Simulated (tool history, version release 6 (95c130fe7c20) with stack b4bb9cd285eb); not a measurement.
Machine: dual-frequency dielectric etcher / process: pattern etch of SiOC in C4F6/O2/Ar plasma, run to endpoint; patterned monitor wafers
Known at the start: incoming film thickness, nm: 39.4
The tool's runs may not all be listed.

{"run": 1, "hour": 0.0, "bias power (kW)": 0.424, "source power (kW)": 0.35, "endpoint time (s)": 13.428}
{"run": 2, "hour": 6.4, "bias power (kW)": 0.379, "source power (kW)": 0.31, "endpoint time (s)": 15.277}
{"run": 3, "hour": 12.2, "bias power (kW)": 0.328, "source power (kW)": 0.31, "endpoint time (s)": 16.69}
{"run": 4, "hour": 17.8, "bias power (kW)": 0.328, "source power (kW)": 0.36, "endpoint time (s)": 15.32}
{"run": 5, "hour": 24.4, "bias power (kW)": 0.308, "source power (kW)": 0.33, "endpoint time (s)": 16.816}
{"run": 6, "hour": 31.8, "bias power (kW)": 0.294, "source power (kW)": 0.31, "endpoint time (s)": 17.896}
{"run": 7, "hour": 38.0, "bias power (kW)": 0.283, "source power (kW)": 0.3, "endpoint time (s)": 18.819}
{"run": 8, "hour": 42.3, "bias power (kW)": 0.275, "source power (kW)": 0.29, "endpoint time (s)": 19.473}
{"run": 9, "hour": 44.6, "bias power (kW)": 0.269, "source power (kW)": 0.29, "endpoint time (s)": 19.699}
{"run": 10, "hour": 49.6, "bias power (kW)": 0.254, "source power (kW)": 0.25, "endpoint time (s)": 22.909}
{"run": 11, "hour": 51.3, "bias power (kW)": 0.268, "source power (kW)": 0.25, "endpoint time (s)": 22.13}
{"run": 12, "hour": 58.1, "bias power (kW)": 0.325, "source power (kW)": 0.26, "endpoint time (s)": 18.893}
{"run": 13, "hour": 65.6, "bias power (kW)": 0.313, "source power (kW)": 0.26, "endpoint time (s)": 19.282}
{"run": 14, "hour": 69.2, "bias power (kW)": 0.304, "source power (kW)": 0.26, "endpoint time (s)": 19.71}
{"run": 15, "hour": 73.1, "bias power (kW)": 0.257, "source power (kW)": 0.25, "endpoint time (s)": 22.766}
{"hour": 79.9, "done": "wet clean of the chamber"}
{"run": 16, "hour": 79.9, "bias power (kW)": 0.268, "source power (kW)": 0.25, "endpoint time (s)": 22.768}
{"run": 17, "hour": 80.8, "bias power (kW)": 0.279, "source power (kW)": 0.25, "endpoint time (s)": 22.214}
{"run": 18, "hour": 83.1, "bias power (kW)": 0.345, "source power (kW)": 0.26, "endpoint time (s)": 18.804}
{"run": 19, "hour": 86.4, "bias power (kW)": 0.331, "source power (kW)": 0.26, "endpoint time (s)": 19.188}

What will run 20 give?
{"run": 20, "hour": 86.9, "bias power (kW)": 0.321, "source power (kW)": 0.26, "endpoint time (s)": "?"}

Run 20 produced endpoint time (s) 19.667.
